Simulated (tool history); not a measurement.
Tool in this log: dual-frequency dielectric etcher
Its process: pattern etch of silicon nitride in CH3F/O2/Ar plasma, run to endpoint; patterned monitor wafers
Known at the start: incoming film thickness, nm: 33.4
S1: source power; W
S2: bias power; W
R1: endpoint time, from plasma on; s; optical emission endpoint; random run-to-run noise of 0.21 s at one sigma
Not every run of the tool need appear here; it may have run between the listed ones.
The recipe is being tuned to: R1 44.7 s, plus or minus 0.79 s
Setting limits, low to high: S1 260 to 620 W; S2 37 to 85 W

run	hour	S1	S2	R1
1	0	440	61	48.56
2	6.4	460	62	47.261
3	8.9	430	62	48.322
4	16.2	480	62	46.468
5	19.6	480	52	49.099
6	23.9	480	59	47.913
7	26.3	500	60	46.295
8	27.2	500	60	46.305
9	32.8	510	60	46.04
10	34.5	520	60	45.545
11	39.8	530	60	45.811

5 next moves are on the table. One of them brings every result within its allowed miss. Which?
A	45.1	540	64	?
B	45.1	500	57	?
C	45.1	510	59	?
D	45.1	540	70	?
E	45.1	590	67	?

move	R1
A	44.509
B	47.217
C	46.447
D	43.324
E	42.639
A: each result inside its tolerance
B: the biggest miss grows against the last run
C: the biggest miss grows against the last run
D: moves the result that the last run missed by most past its target, out the other side
E: moves the result that the last run missed by most past its target, out the other side
A is the move that brings every result within its allowed miss.

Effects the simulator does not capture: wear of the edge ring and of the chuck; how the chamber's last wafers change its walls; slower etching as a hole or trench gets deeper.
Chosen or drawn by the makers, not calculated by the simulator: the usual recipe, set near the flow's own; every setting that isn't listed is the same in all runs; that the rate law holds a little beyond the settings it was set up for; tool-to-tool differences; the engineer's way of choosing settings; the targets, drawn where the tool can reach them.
